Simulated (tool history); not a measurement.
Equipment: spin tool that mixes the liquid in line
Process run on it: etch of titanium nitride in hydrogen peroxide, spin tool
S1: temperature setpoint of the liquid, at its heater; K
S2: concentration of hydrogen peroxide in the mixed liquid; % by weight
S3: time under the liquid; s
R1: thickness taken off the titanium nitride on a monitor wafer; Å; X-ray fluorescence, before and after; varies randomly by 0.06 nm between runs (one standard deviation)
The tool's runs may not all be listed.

run  hour      S1    S2  S3      R1
  1     0  319.15    26  95  36.806
  2   8.5  319.15    29  95  38.007
  3  17.3  320.65    29  95  42.948
  4  21.1  322.15    29  95  47.626
  5  21.8  322.15  26.5  95  45.998
  6  25.4  322.15  26.5  95  45.633
  7  28.3  323.15  26.5  95  50.165

The next listed run, before its measurement:
  8    31  324.15  26.5  95   ?

{"run 8": {"R1": 54.098}}

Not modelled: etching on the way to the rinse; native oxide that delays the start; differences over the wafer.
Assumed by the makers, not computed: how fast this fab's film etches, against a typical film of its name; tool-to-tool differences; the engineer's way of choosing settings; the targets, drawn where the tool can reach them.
